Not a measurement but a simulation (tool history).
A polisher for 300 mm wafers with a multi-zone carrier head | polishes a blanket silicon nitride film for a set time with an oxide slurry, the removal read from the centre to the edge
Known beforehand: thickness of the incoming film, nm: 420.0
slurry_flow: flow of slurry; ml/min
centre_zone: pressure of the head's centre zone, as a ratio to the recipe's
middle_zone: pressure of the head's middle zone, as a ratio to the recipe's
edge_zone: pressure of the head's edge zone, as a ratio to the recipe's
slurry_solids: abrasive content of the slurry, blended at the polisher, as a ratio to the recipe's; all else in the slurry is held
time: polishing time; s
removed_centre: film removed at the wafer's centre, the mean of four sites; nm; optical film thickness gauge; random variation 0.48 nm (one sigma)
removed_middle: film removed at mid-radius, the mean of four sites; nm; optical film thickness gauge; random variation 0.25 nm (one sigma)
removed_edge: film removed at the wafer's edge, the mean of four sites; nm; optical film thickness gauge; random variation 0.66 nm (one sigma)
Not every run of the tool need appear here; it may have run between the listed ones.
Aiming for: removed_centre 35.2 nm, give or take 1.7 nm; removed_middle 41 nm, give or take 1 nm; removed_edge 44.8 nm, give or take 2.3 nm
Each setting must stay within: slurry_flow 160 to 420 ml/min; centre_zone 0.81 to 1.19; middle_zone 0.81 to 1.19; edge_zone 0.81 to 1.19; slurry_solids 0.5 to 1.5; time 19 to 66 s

run 1 hour=0 | slurry_flow=270 centre_zone=1 middle_zone=1 edge_zone=1 slurry_solids=1 time=42 | removed_centre=35.442 removed_middle=35.067 removed_edge=36.49
run 2 hour=3.8 | slurry_flow=270 centre_zone=1 middle_zone=0.92 edge_zone=1 slurry_solids=1 time=42 | removed_centre=35.94 removed_middle=32.53 removed_edge=36.276
run 3 hour=11.2 | slurry_flow=275 centre_zone=0.97 middle_zone=0.96 edge_zone=1.05 slurry_solids=1.05 time=42 | removed_centre=34.898 removed_middle=34.593 removed_edge=36.778
run 4 hour=13.4 | slurry_flow=275 centre_zone=0.97 middle_zone=0.96 edge_zone=1.05 slurry_solids=1.05 time=33 | removed_centre=27.041 removed_middle=27.298 removed_edge=30.121
run 5 hour=18.9 | slurry_flow=250 centre_zone=0.94 middle_zone=0.96 edge_zone=1.09 slurry_solids=1.2 time=36 | removed_centre=29.453 removed_middle=30.755 removed_edge=33.535
run 6 hour=20.8 | slurry_flow=260 centre_zone=0.92 middle_zone=0.96 edge_zone=1.12 slurry_solids=1.3 time=38 | removed_centre=32.3 removed_middle=33.434 removed_edge=36.739
run 7 hour=29.3 | slurry_flow=265 centre_zone=0.89 middle_zone=0.97 edge_zone=1.14 slurry_solids=1.35 time=39 | removed_centre=31.648 removed_middle=34.878 removed_edge=39.421
run 8 hour=34.8 | slurry_flow=285 centre_zone=0.9 middle_zone=1 edge_zone=1.15 slurry_solids=1.4 time=39 | removed_centre=32.797 removed_middle=35.95 removed_edge=39.744
run 9 hour=40.8 | slurry_flow=285 centre_zone=0.89 middle_zone=1.01 edge_zone=1.16 slurry_solids=1.45 time=40 | removed_centre=33.765 removed_middle=38.406 removed_edge=41.887

Which of these 5 next moves meets every target?
run A hour=46.8 | slurry_flow=310 centre_zone=0.84 middle_zone=0.99 edge_zone=1.19 slurry_solids=1.5 time=41 | removed_centre=? removed_middle=? removed_edge=?
run B hour=46.8 | slurry_flow=215 centre_zone=0.85 middle_zone=0.88 edge_zone=1.19 slurry_solids=1.45 time=44 | removed_centre=? removed_middle=? removed_edge=?
run C hour=46.8 | slurry_flow=255 centre_zone=0.87 middle_zone=1.01 edge_zone=1.16 slurry_solids=1.5 time=43 | removed_centre=? removed_middle=? removed_edge=?
run D hour=46.8 | slurry_flow=225 centre_zone=0.84 middle_zone=1.01 edge_zone=1.19 slurry_solids=1.5 time=40 | removed_centre=? removed_middle=? removed_edge=?
run E hour=46.8 | slurry_flow=275 centre_zone=0.99 middle_zone=1.01 edge_zone=1.12 slurry_solids=1.4 time=37 | removed_centre=? removed_middle=? removed_edge=?

move=A removed_centre=33.19 removed_middle=39.453 removed_edge=44.568
move=B removed_centre=33.862 removed_middle=36.251 removed_edge=45.767
move=C removed_centre=35.193 removed_middle=41.149 removed_edge=45.36
move=D removed_centre=31.001 removed_middle=37.628 removed_edge=42.185
move=E removed_centre=34.118 removed_middle=34.965 removed_edge=37.82
A: an improvement on the last run, though not all results are within tolerance
B: further off than the last run
C: meets every target
D: further off than the last run
E: further off than the last run
Correct choice: C, which meets every target
